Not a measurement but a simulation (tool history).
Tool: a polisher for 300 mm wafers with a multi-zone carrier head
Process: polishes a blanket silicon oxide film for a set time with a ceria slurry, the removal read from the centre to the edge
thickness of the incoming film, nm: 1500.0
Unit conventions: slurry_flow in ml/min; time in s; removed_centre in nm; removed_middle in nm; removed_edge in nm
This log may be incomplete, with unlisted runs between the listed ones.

run	hour	slurry_flow	centre_zone	middle_zone	edge_zone	time	removed_centre	removed_middle	removed_edge
1	0	300	1	1	1	72	409.66	414.34	438.18
2	1.4	370	1	1	1	72	420.81	428.59	434.12
3	8.3	380	0.98	0.98	0.98	68	388.26	395.52	410.2
4	14.5	390	0.97	0.97	0.96	65	371.84	365.53	388.29
5	16.4	390	0.97	1.03	0.96	65	367.99	397.23	399.1
6	22.2	400	0.96	1.02	0.94	62	352.42	371.36	382.22

What does the tool deliver on the next run?
7	27.5	345	0.9	0.98	0.84	49	?	?	?

{"run 7": {"removed_centre": 256.41, "removed_middle": 278.78, "removed_edge": 274.58}}
